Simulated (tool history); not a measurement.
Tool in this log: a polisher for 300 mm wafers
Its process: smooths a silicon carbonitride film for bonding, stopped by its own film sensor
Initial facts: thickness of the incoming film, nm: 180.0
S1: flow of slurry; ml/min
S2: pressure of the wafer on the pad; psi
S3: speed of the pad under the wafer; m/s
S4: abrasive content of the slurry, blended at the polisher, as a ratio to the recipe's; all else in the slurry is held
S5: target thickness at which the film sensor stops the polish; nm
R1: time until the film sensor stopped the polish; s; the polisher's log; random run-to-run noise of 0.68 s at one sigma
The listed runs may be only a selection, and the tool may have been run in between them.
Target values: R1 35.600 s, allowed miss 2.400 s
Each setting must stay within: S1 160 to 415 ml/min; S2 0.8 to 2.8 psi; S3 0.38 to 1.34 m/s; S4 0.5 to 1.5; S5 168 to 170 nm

{"run": 1, "hour": 0.0, "S1": 265, "S2": 1.8, "S3": 0.86, "S4": 1.0, "S5": 168, "R1": 52.875}
{"run": 2, "hour": 3.0, "S1": 265, "S2": 1.9, "S3": 0.88, "S4": 1.0, "S5": 168, "R1": 50.974}
{"run": 3, "hour": 6.7, "S1": 265, "S2": 1.9, "S3": 0.76, "S4": 1.0, "S5": 168, "R1": 56.476}
{"run": 4, "hour": 15.4, "S1": 265, "S2": 1.9, "S3": 0.76, "S4": 1.1, "S5": 168, "R1": 53.664}
{"run": 5, "hour": 19.9, "S1": 220, "S2": 1.9, "S3": 0.76, "S4": 1.1, "S5": 168, "R1": 57.073}
{"run": 6, "hour": 21.5, "S1": 220, "S2": 2.1, "S3": 0.76, "S4": 1.1, "S5": 168, "R1": 48.682}
{"run": 7, "hour": 29.1, "S1": 220, "S2": 2.2, "S3": 0.76, "S4": 1.1, "S5": 168, "R1": 48.69}
{"run": 8, "hour": 33.9, "S1": 220, "S2": 2.3, "S3": 0.78, "S4": 1.1, "S5": 168, "R1": 44.467}

Which one of the following 4 next-run settings gets every result inside its allowed miss? There is exactly one.
{"run": "A", "hour": 38.7, "S1": 245, "S2": 2.2, "S3": 0.72, "S4": 1.1, "S5": 168, "R1": "?"}
{"run": "B", "hour": 38.7, "S1": 250, "S2": 2.0, "S3": 0.74, "S4": 0.8, "S5": 168, "R1": "?"}
{"run": "C", "hour": 38.7, "S1": 230, "S2": 2.2, "S3": 1.08, "S4": 1.0, "S5": 169, "R1": "?"}
{"run": "D", "hour": 38.7, "S1": 270, "S2": 2.0, "S3": 0.58, "S4": 1.1, "S5": 168, "R1": "?"}

move=A R1=48.613
move=B R1=59.847
move=C R1=35.666
move=D R1=60.396
A: its largest miss is bigger than the last run's
B: its largest miss is bigger than the last run's
C: meets every target
D: its largest miss is bigger than the last run's
Answer: C

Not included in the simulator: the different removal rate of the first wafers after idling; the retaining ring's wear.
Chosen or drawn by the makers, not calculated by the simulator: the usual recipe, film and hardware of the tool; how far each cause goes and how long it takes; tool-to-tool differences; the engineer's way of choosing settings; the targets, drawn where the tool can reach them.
